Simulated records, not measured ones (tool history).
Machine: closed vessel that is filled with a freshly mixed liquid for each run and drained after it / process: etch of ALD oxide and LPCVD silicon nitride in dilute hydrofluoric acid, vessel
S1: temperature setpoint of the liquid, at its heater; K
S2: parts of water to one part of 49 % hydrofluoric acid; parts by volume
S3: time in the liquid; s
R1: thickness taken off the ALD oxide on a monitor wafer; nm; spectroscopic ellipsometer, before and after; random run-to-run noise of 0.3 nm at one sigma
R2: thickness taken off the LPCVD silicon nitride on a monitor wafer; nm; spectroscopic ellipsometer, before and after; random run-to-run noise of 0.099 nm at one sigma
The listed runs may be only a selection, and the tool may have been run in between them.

Run 1, day 0: S1 295.15 K, S2 40 parts by volume, S3 60 s. Result: R1 18.629 nm, R2 0.81678 nm.
Run 2, day 0.346: S1 295.15 K, S2 30 parts by volume, S3 60 s. Result: R1 24.871 nm, R2 0.97595 nm.
Run 3, day 0.662: S1 296.15 K, S2 30 parts by volume, S3 60 s. Result: R1 26.006 nm, R2 1.0457 nm.
Run 4, day 0.862: S1 296.15 K, S2 20 parts by volume, S3 60 s. Result: R1 39.441 nm, R2 1.5295 nm.
Run 5, day 0.892: S1 296.65 K, S2 20 parts by volume, S3 60 s. Result: R1 40.287 nm, R2 1.4936 nm.
Run 6, day 1.221: S1 296.65 K, S2 20 parts by volume, S3 45 s. Result: R1 30.152 nm, R2 1.3426 nm.
Run 7, day 1.4: S1 297.15 K, S2 20 parts by volume, S3 45 s. Result: R1 30.87 nm, R2 1.3138 nm.
Run 8, day 1.662: S1 297.65 K, S2 20 parts by volume, S3 45 s. Result: R1 31.578 nm, R2 1.3834 nm.
Run 9, day 1.767: S1 298.15 K, S2 20 parts by volume, S3 45 s. Result: R1 32.607 nm, R2 1.3597 nm.
Run 10, day 2.012: S1 298.65 K, S2 20 parts by volume, S3 45 s. Result: R1 32.877 nm, R2 1.3242 nm.
Run 11, day 2.208: S1 299.15 K, S2 20 parts by volume, S3 45 s. Result: R1 33.772 nm, R2 1.3275 nm.
Run 12, day 2.458: S1 299.65 K, S2 20 parts by volume, S3 45 s. Result: R1 34.104 nm, R2 1.544 nm.
Run 13, day 2.742: S1 300.65 K, S2 20 parts by volume, S3 55 s. Result: R1 43.956 nm, R2 2.1608 nm.
Run 14, day 2.933: S1 300.65 K, S2 20 parts by volume, S3 60 s. Result: R1 47.561 nm, R2 2.0828 nm.
Run 15, day 2.983: S1 300.65 K, S2 20 parts by volume, S3 65 s. Result: R1 52 nm, R2 2.3282 nm.
Run 16, day 3.233: S1 299.65 K, S2 20 parts by volume, S3 65 s. Result: R1 49.521 nm, R2 1.9865 nm.
Run 17, day 3.404: S1 300.15 K, S2 20 parts by volume, S3 65 s. Result: R1 50.916 nm, R2 2.2034 nm.

Run 18 is up next; what results do you expect?
Run 18, day 3.433: S1 300.15 K, S2 20 parts by volume, S3 65 s. Result: R1 ?, R2 ?.

{"run 18": {"R1": 50.034, "R2": 2.3988}}
